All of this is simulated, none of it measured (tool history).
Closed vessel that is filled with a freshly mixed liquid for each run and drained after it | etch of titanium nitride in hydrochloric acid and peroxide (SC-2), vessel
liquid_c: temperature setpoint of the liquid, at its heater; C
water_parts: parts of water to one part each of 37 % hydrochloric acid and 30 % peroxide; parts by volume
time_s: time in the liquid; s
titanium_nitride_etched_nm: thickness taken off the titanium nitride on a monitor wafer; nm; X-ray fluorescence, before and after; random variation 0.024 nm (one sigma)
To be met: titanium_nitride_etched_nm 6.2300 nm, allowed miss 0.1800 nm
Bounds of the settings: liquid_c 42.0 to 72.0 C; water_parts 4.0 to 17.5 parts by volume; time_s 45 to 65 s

run 1 hour=0.0 | liquid_c=58.0 water_parts=9.5 time_s=65 | titanium_nitride_etched_nm=3.4336
run 2 hour=3.8 | liquid_c=58.0 water_parts=11.5 time_s=65 | titanium_nitride_etched_nm=2.9397
run 3 hour=11.1 | liquid_c=59.5 water_parts=11.5 time_s=65 | titanium_nitride_etched_nm=3.2239
run 4 hour=16.5 | liquid_c=54.5 water_parts=11.5 time_s=65 | titanium_nitride_etched_nm=2.3362
run 5 hour=23.9 | liquid_c=54.5 water_parts=15.0 time_s=65 | titanium_nitride_etched_nm=1.8657
run 6 hour=32.7 | liquid_c=56.5 water_parts=15.0 time_s=65 | titanium_nitride_etched_nm=2.1267
run 7 hour=40.2 | liquid_c=58.5 water_parts=15.0 time_s=65 | titanium_nitride_etched_nm=2.4215
run 8 hour=46.9 | liquid_c=60.0 water_parts=15.0 time_s=65 | titanium_nitride_etched_nm=2.6247
run 9 hour=49.8 | liquid_c=61.5 water_parts=15.0 time_s=65 | titanium_nitride_etched_nm=2.8958
-- hour=57.6 chemicals flow meter replaced
run 10 hour=57.6 | liquid_c=63.0 water_parts=15.0 time_s=65 | titanium_nitride_etched_nm=2.9778

4 next moves are on the table. One of them brings every result within its allowed miss. Which?
run A hour=65.4 | liquid_c=56.5 water_parts=17.5 time_s=45 | titanium_nitride_etched_nm=?
run B hour=65.4 | liquid_c=65.5 water_parts=7.5 time_s=65 | titanium_nitride_etched_nm=?
run C hour=65.4 | liquid_c=69.5 water_parts=11.0 time_s=65 | titanium_nitride_etched_nm=?
run D hour=65.4 | liquid_c=70.0 water_parts=11.5 time_s=65 | titanium_nitride_etched_nm=?

move=A titanium_nitride_etched_nm=1.1975
move=B titanium_nitride_etched_nm=6.2241
move=C titanium_nitride_etched_nm=5.7822
move=D titanium_nitride_etched_nm=5.7354
A: further off than the last run
B: meets every target
C: nearer than the last run, and not there yet
D: nearer than the last run, and not there yet
Move B is the one to make.
